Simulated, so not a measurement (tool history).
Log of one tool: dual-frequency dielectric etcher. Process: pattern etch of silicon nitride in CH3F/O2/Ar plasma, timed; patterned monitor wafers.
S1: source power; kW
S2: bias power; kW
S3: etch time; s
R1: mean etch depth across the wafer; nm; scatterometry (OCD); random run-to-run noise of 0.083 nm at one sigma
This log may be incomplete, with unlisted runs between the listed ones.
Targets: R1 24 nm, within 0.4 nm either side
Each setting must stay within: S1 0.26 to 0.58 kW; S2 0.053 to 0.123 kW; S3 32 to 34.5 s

Run 1, hour 0: S1 0.42 kW, S2 0.088 kW, S3 34.5 s. Result: R1 25.307 nm.
Run 2, hour 4.6: S1 0.46 kW, S2 0.088 kW, S3 34.5 s. Result: R1 25.777 nm.
Run 3, hour 5.5: S1 0.46 kW, S2 0.103 kW, S3 34.5 s. Result: R1 27.355 nm.
Run 4, hour 6.6: S1 0.46 kW, S2 0.103 kW, S3 34.5 s. Result: R1 27.378 nm.
Run 5, hour 10.6: S1 0.42 kW, S2 0.101 kW, S3 34.5 s. Result: R1 26.294 nm.
Run 6, hour 15: S1 0.42 kW, S2 0.094 kW, S3 34.5 s. Result: R1 25.57 nm.
Run 7, hour 20.9: S1 0.4 kW, S2 0.093 kW, S3 34.5 s. Result: R1 25.242 nm.
Run 8, hour 22.6: S1 0.39 kW, S2 0.092 kW, S3 34.5 s. Result: R1 25.047 nm.
Run 9, hour 25.7: S1 0.38 kW, S2 0.091 kW, S3 34.5 s. Result: R1 24.787 nm.
Run 10, hour 27: S1 0.37 kW, S2 0.091 kW, S3 34.5 s. Result: R1 24.456 nm.

Which one of the following 5 next-run settings gets every result inside its allowed miss? There is exactly one.
Run A, hour 28.3: S1 0.41 kW, S2 0.083 kW, S3 34.5 s. Result: R1 ?.
Run B, hour 28.3: S1 0.37 kW, S2 0.107 kW, S3 34 s. Result: R1 ?.
Run C, hour 28.3: S1 0.36 kW, S2 0.091 kW, S3 34 s. Result: R1 ?.
Run D, hour 28.3: S1 0.37 kW, S2 0.106 kW, S3 34 s. Result: R1 ?.
Run E, hour 28.3: S1 0.37 kW, S2 0.102 kW, S3 34 s. Result: R1 ?.

move      R1
   A  24.509
   B  25.269
   C  23.824
   D  25.194
   E   24.89
A: the biggest miss grows against the last run
B: the biggest miss grows against the last run
C: hits every target within its allowed miss
D: the biggest miss grows against the last run
E: the biggest miss grows against the last run
The right move is C.
